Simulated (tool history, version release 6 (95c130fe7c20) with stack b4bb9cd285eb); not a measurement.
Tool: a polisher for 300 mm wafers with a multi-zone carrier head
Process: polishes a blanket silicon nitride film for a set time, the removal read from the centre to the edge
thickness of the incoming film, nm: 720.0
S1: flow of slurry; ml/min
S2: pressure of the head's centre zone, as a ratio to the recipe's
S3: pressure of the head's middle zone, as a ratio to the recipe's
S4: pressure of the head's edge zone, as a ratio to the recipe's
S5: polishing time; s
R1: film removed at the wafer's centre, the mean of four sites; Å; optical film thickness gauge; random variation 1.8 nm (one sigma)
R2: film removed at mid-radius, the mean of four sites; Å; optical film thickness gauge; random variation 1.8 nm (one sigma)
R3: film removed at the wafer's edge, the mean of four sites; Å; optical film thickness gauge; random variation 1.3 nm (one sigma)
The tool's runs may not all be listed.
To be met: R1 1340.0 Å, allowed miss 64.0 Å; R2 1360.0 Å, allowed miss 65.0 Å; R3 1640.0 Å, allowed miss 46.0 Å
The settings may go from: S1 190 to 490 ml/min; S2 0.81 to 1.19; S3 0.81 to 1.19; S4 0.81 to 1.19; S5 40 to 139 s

Run 1, day 0.000: S1 315 ml/min, S2 1.00, S3 1.00, S4 1.00, S5 89 s. Result: R1 1789.3 Å, R2 1759.5 Å, R3 1807.9 Å.
Run 2, day 0.242: S1 315 ml/min, S2 1.00, S3 1.00, S4 1.00, S5 101 s. Result: R1 2043.1 Å, R2 2020.7 Å, R3 2054.8 Å.
Run 3, day 0.571: S1 315 ml/min, S2 1.00, S3 1.00, S4 1.06, S5 101 s. Result: R1 2028.0 Å, R2 1985.9 Å, R3 2110.4 Å.
Run 4, day 0.638: S1 310 ml/min, S2 0.98, S3 0.98, S4 1.06, S5 98 s. Result: R1 1874.9 Å, R2 1949.6 Å, R3 2047.4 Å.
Run 5, day 0.933: S1 310 ml/min, S2 0.98, S3 0.96, S4 1.07, S5 95 s. Result: R1 1873.7 Å, R2 1839.0 Å, R3 2008.3 Å.
Run 6, day 1.225: S1 310 ml/min, S2 0.98, S3 1.01, S4 1.07, S5 95 s. Result: R1 1883.5 Å, R2 1913.5 Å, R3 1986.7 Å.
Run 7, day 1.529: S1 310 ml/min, S2 0.97, S3 0.99, S4 1.07, S5 92 s. Result: R1 1793.7 Å, R2 1863.4 Å, R3 1939.8 Å.
Run 8, day 1.858: S1 305 ml/min, S2 0.96, S3 0.97, S4 1.08, S5 89 s. Result: R1 1731.7 Å, R2 1716.6 Å, R3 1894.1 Å.
Run 9, day 1.892: S1 305 ml/min, S2 0.94, S3 0.96, S4 1.07, S5 87 s. Result: R1 1623.7 Å, R2 1682.0 Å, R3 1849.2 Å.
Run 10, day 2.225: S1 305 ml/min, S2 0.93, S3 0.95, S4 1.06, S5 86 s. Result: R1 1582.6 Å, R2 1650.8 Å, R3 1802.1 Å.

Which of these 5 next moves meets every target?
Run A, day 2.558: S1 370 ml/min, S2 0.83, S3 0.91, S4 1.03, S5 79 s. Result: R1 ?, R2 ?, R3 ?.
Run B, day 2.558: S1 350 ml/min, S2 1.06, S3 1.19, S4 0.81, S5 91 s. Result: R1 ?, R2 ?, R3 ?.
Run C, day 2.558: S1 305 ml/min, S2 0.83, S3 0.96, S4 1.11, S5 70 s. Result: R1 ?, R2 ?, R3 ?.
Run D, day 2.558: S1 285 ml/min, S2 0.89, S3 0.89, S4 1.16, S5 75 s. Result: R1 ?, R2 ?, R3 ?.
Run E, day 2.558: S1 315 ml/min, S2 1.17, S3 0.88, S4 1.06, S5 92 s. Result: R1 ?, R2 ?, R3 ?.

move      R1      R2      R3
   A  1382.6  1461.2  1651.5
   B  2031.6  2102.2  1690.0
   C  1202.4  1330.6  1498.1
   D  1371.0  1328.7  1634.8
   E  2240.0  1628.9  1930.5
A: nearer than the last run, and not there yet
B: further off than the last run
C: brings the result that was furthest off to its target, and leaves another outside
D: meets every target
E: further off than the last run
The right move is D.
